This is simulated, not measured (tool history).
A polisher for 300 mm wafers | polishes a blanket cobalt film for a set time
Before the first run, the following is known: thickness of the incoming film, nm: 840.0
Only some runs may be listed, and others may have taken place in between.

| run | hour | flow of slurry (ml/min) | pressure of the wafer on the pad (kPa) | speed of the pad under the wafer (cm/s) | polishing time (s) | film removed (Å) |
|---|---|---|---|---|---|---|
| 1 | 0.0 | 130 | 12.4 | 90 | 51 | 2547.8 |
| 2 | 5.6 | 115 | 12.4 | 90 | 51 | 2440.0 |
| 3 | 10.6 | 115 | 9.7 | 90 | 51 | 1945.1 |
| 4 | 18.9 | 120 | 9.7 | 90 | 51 | 1954.8 |
| 5 | 24.8 | 125 | 9.7 | 90 | 51 | 1950.6 |
| 6 | 33.0 | 125 | 12.4 | 90 | 51 | 2516.5 |
| 7 | 38.6 | 120 | 12.4 | 90 | 51 | 2486.7 |

Run 8 comes next. What will it give?
| 8 | 46.1 | 115 | 12.4 | 90 | 51 | ? |

{"run 8": {"film removed (Å)": 2466.3}}
